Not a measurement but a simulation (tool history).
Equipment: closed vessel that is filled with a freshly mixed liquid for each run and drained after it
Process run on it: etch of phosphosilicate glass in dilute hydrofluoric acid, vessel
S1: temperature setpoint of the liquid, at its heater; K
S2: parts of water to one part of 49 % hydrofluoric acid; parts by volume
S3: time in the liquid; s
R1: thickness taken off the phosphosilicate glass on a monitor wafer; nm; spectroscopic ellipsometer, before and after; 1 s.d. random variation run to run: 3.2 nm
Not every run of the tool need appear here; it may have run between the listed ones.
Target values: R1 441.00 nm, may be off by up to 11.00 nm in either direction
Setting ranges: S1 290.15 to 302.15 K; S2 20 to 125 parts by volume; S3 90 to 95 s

run  hour      S1  S2  S3      R1
  1   0.0  294.15  70  90  162.69
  2   0.9  295.65  60  90  206.33
  3   8.7  295.65  35  90  362.67
  4  11.4  296.65  35  90  377.93
  5  14.4  296.65  25  90  534.56
     15.4  -- hydrofluoric acid flow meter replaced
  6  15.4  299.15  25  90  554.63
  7  20.6  298.15  25  90  520.00
  8  23.6  294.65  25  90  459.93

Below are 4 possible settings for the next run. Only one of them brings all results inside the allowed miss of their targets. Which is it?
  A  26.6  295.15  25  90   ?
  B  26.6  290.15  20  95   ?
  C  26.6  295.15  25  95   ?
  D  26.6  293.65  25  90   ?

move      R1
   A  461.20
   B  492.44
   C  486.82
   D  432.47
A: misses by more than the last run did
B: misses by more than the last run did
C: misses by more than the last run did
D: all results land within tolerance of their targets
Correct choice: D, which meets every target

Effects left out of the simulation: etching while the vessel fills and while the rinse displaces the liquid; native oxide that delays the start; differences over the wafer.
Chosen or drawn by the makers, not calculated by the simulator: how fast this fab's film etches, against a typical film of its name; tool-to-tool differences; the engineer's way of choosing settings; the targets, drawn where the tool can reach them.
